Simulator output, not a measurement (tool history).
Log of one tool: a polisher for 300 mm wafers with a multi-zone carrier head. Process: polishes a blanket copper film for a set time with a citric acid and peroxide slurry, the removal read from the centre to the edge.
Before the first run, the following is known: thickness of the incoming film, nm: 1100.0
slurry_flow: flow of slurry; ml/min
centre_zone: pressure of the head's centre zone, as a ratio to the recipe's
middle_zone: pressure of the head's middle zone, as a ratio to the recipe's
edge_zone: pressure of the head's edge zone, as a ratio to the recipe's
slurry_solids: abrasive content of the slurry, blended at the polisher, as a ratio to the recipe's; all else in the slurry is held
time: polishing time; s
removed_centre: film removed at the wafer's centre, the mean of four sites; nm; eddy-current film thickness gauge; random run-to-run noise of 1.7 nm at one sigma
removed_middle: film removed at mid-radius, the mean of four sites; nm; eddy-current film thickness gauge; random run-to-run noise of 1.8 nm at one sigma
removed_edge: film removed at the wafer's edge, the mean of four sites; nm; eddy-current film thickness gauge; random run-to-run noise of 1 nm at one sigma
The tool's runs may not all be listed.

Run 1, hour 0: slurry_flow 300 ml/min, centre_zone 1, middle_zone 1, edge_zone 1, slurry_solids 1, time 79 s. Result: removed_centre 214.33 nm, removed_middle 221.27 nm, removed_edge 218.37 nm.
Run 2, hour 1.8: slurry_flow 300 ml/min, centre_zone 0.99, middle_zone 1, edge_zone 0.98, slurry_solids 0.9, time 73 s. Result: removed_centre 195.99 nm, removed_middle 200.79 nm, removed_edge 191.92 nm.
Run 3, hour 4: slurry_flow 300 ml/min, centre_zone 0.99, middle_zone 1, edge_zone 0.98, slurry_solids 0.9, time 57 s. Result: removed_centre 154.22 nm, removed_middle 155.03 nm, removed_edge 150.22 nm.
Run 4, hour 5.1: slurry_flow 295 ml/min, centre_zone 0.96, middle_zone 1, edge_zone 0.97, slurry_solids 0.85, time 56 s. Result: removed_centre 141.62 nm, removed_middle 152.8 nm, removed_edge 146.69 nm.
Run 5, hour 13.2: slurry_flow 295 ml/min, centre_zone 0.96, middle_zone 1, edge_zone 0.92, slurry_solids 0.85, time 56 s. Result: removed_centre 145.75 nm, removed_middle 152.6 nm, removed_edge 142.27 nm.
Run 6, hour 14.3: slurry_flow 295 ml/min, centre_zone 0.95, middle_zone 1, edge_zone 0.91, slurry_solids 0.8, time 56 s. Result: removed_centre 143.33 nm, removed_middle 148.84 nm, removed_edge 143.47 nm.

Run 7 comes next. What will it give?
Run 7, hour 21.8: slurry_flow 285 ml/min, centre_zone 0.92, middle_zone 1.1, edge_zone 0.86, slurry_solids 0.65, time 43 s. Result: removed_centre ?, removed_middle ?, removed_edge ?.

removed_centre: 102.91 nm
removed_middle: 119.19 nm
removed_edge: 102.18 nm
